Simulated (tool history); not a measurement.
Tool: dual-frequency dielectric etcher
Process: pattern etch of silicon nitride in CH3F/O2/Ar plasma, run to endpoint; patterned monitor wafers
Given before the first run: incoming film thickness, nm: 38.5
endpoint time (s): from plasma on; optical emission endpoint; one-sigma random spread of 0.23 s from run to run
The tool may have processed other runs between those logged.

Run 1, hour 0.0: source power (W) 470, bias power (W) 84. Result: endpoint time (s) 49.362.
Run 2, hour 7.3: source power (W) 470, bias power (W) 75. Result: endpoint time (s) 51.574.
Run 3, hour 16.0: source power (W) 470, bias power (W) 83. Result: endpoint time (s) 49.511.
Run 4, hour 23.9: source power (W) 390, bias power (W) 83. Result: endpoint time (s) 52.138.
Run 5, hour 25.5: source power (W) 390, bias power (W) 96. Result: endpoint time (s) 49.589.
Run 6, hour 26.8: source power (W) 420, bias power (W) 97. Result: endpoint time (s) 48.392.
Run 7, hour 29.0: source power (W) 440, bias power (W) 98. Result: endpoint time (s) 47.029.
Run 8, hour 36.8: source power (W) 450, bias power (W) 98. Result: endpoint time (s) 46.825.
Run 9, hour 39.8: source power (W) 460, bias power (W) 98. Result: endpoint time (s) 46.856.
Run 10, hour 41.1: source power (W) 470, bias power (W) 99. Result: endpoint time (s) 45.916.
Run 11, hour 46.8: source power (W) 480, bias power (W) 99. Result: endpoint time (s) 45.909.

Run 12 comes next. What will it give?
Run 12, hour 48.8: source power (W) 490, bias power (W) 99. Result: endpoint time (s) ?.

endpoint time (s): 45.859
